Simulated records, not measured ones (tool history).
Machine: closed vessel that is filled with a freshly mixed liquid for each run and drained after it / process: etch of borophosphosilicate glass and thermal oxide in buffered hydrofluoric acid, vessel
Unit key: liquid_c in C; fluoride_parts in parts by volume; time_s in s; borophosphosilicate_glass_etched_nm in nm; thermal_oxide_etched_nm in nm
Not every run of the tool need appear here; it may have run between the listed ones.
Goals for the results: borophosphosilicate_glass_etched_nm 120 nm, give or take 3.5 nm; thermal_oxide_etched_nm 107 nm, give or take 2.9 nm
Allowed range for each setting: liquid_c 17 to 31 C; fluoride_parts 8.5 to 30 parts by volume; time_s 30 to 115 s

| run | hour | liquid_c | fluoride_parts | time_s | borophosphosilicate_glass_etched_nm | thermal_oxide_etched_nm |
|---|---|---|---|---|---|---|
| 1 | 0 | 23 | 23 | 60 | 33.662 | 30.059 |
| 2 | 9 | 23 | 29 | 60 | 28.664 | 25.813 |
| 3 | 9.8 | 23 | 25.5 | 60 | 31.116 | 27.797 |
| 4 | 10.9 | 25.5 | 20 | 70 | 49.415 | 43.605 |
| 5 | 19.3 | 27.5 | 16 | 75 | 74.018 | 65.591 |
| 6 | 26.2 | 24 | 16 | 75 | 60.485 | 53.332 |
| 7 | 31.7 | 26.5 | 13.5 | 75 | 83.028 | 73.108 |
| 8 | 35.5 | 30.5 | 13 | 75 | 105.29 | 93.885 |
| 9 | 44.1 | 30.5 | 12.5 | 75 | 109.24 | 96.923 |
| 10 | 46.2 | 30.5 | 12 | 75 | 112.3 | 103.18 |
| 11 | 52.2 | 31 | 12.5 | 75 | 112.38 | 101.63 |

Exactly one of the 4 candidate moves below puts every result within its allowed miss. Which one?
| A | 58.2 | 31 | 12 | 70 | ? | ? |
| B | 58.2 | 26.5 | 12 | 85 | ? | ? |
| C | 58.2 | 27 | 11.5 | 90 | ? | ? |
| D | 58.2 | 30 | 12.5 | 75 | ? | ? |

| move | borophosphosilicate_glass_etched_nm | thermal_oxide_etched_nm |
|---|---|---|
| A | 108.8 | 96.219 |
| B | 104.35 | 92.081 |
| C | 118.3 | 104.39 |
| D | 106.33 | 94.014 |
A: further off than the last run
B: further off than the last run
C: in spec on every target
D: further off than the last run
Go with C: it meets all targets.
